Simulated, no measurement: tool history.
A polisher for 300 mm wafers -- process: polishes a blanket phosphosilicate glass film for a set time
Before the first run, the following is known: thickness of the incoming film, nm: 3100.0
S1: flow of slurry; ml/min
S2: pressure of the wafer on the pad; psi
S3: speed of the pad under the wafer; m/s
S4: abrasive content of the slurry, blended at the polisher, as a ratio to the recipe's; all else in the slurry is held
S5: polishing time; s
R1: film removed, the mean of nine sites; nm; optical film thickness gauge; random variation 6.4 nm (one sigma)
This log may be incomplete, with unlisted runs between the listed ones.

run	hour	S1	S2	S3	S4	S5	R1
1	0	210	3.9	1.1	1	43	505.57
2	5	210	3.9	1.1	0.85	43	460.53
3	7.8	210	3.9	1.1	1	43	512.2
4	8.4	210	4	1.1	1	43	528.48
5	14.2	160	4	1.1	1	43	508.65
6	15.8	160	4.1	1.1	1	43	519.68
7	18.7	165	4.2	1.1	1	43	534.14
8	22.9	170	4.3	1.1	1	43	546.3
9	30.5	170	4.4	1.1	1	43	565.5

Run 10 comes next. What will it give?
10	33.5	170	4.5	1.1	1	43	?

{"run 10": {"R1": 579.55}}
